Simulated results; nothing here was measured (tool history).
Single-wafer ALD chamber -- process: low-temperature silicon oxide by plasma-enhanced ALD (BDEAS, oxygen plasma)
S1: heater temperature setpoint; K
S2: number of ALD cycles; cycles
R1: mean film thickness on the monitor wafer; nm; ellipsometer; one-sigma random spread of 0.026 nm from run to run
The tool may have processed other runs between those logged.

Run 1, hour 0.0: S1 393.15 K, S2 45 cycles. Result: R1 5.8245 nm.
Run 2, hour 5.8: S1 385.15 K, S2 45 cycles. Result: R1 5.9423 nm.
Run 3, hour 6.9: S1 395.15 K, S2 45 cycles. Result: R1 5.8373 nm.
Run 4, hour 12.0: S1 394.15 K, S2 47 cycles. Result: R1 6.1205 nm.
Run 5, hour 17.7: S1 393.15 K, S2 48 cycles. Result: R1 6.2701 nm.
Run 6, hour 21.3: S1 392.15 K, S2 49 cycles. Result: R1 6.3980 nm.
Run 7, hour 30.2: S1 391.15 K, S2 50 cycles. Result: R1 6.5572 nm.

Run 8 comes next. What will it give?
Run 8, hour 37.1: S1 390.15 K, S2 51 cycles. Result: R1 ?.

R1: 6.6776 nm
